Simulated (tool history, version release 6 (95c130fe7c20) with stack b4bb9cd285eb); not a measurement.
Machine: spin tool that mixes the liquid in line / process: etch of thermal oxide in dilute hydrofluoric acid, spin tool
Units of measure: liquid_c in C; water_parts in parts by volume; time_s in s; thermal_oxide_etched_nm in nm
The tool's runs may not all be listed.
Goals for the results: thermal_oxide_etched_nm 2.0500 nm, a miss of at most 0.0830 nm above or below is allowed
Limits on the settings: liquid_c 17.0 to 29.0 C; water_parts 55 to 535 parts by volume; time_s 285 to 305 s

run  hour  liquid_c  water_parts  time_s  thermal_oxide_etched_nm
  1   0.0      21.0          295     285                   3.3180
  2   6.4      21.0          205     285                   5.3047
  3  10.0      20.5          225     285                   4.4710
  4  15.0      20.5          305     285                   3.1368
  5  22.3      20.5          305     285                   3.0835
  6  30.3      20.5          305     305                   3.3905
  7  35.6      20.0          315     305                   3.1301
  8  40.4      19.5          320     305                   3.0528
  9  41.5      19.5          325     305                   2.9721
 10  47.0      19.5          330     305                   2.8944
 11  50.9      19.5          335     305                   2.8673

4 candidate next runs follow, results not yet known. Just one meets every target within its allowed miss. Identify it.
  A  54.8      17.0          450     285                        ?
  B  54.8      20.5          240     285                        ?
  C  54.8      19.5          405     285                        ?
  D  54.8      20.0          380     285                        ?

move  thermal_oxide_etched_nm
   A                   1.6696
   B                   4.2426
   C                   2.0977
   D                   2.3225
A: moves the result that the last run missed by most past its target, out the other side
B: the biggest miss grows against the last run
C: hits every target within its allowed miss
D: better than the last run, though not everything is in spec
The move that meets every target is C.
